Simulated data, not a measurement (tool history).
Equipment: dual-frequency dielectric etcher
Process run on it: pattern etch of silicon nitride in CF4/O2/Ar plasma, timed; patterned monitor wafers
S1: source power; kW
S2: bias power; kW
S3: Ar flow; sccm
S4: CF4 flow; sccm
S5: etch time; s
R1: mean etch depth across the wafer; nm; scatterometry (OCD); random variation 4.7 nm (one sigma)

run	day	S1	S2	S3	S4	S5	R1
1	0	0.66	0.062	125	104	471.5	1198.2
2	0.079	0.66	0.057	125	104	471.5	1156.1
3	0.2	0.66	0.057	147	104	471.5	1142.3
4	0.354	0.66	0.057	147	92	471.5	1125.1
5	0.462	0.69	0.057	147	92	471.5	1172
6	0.704	0.69	0.057	163	92	471.5	1163.2
7	0.842	0.72	0.057	163	92	471.5	1208.2

Run 8, settings as shown, results not yet in. Your forecast:
8	1.196	0.75	0.057	163	92	471.5	?

Run 8 gave R1 1268.3 nm.

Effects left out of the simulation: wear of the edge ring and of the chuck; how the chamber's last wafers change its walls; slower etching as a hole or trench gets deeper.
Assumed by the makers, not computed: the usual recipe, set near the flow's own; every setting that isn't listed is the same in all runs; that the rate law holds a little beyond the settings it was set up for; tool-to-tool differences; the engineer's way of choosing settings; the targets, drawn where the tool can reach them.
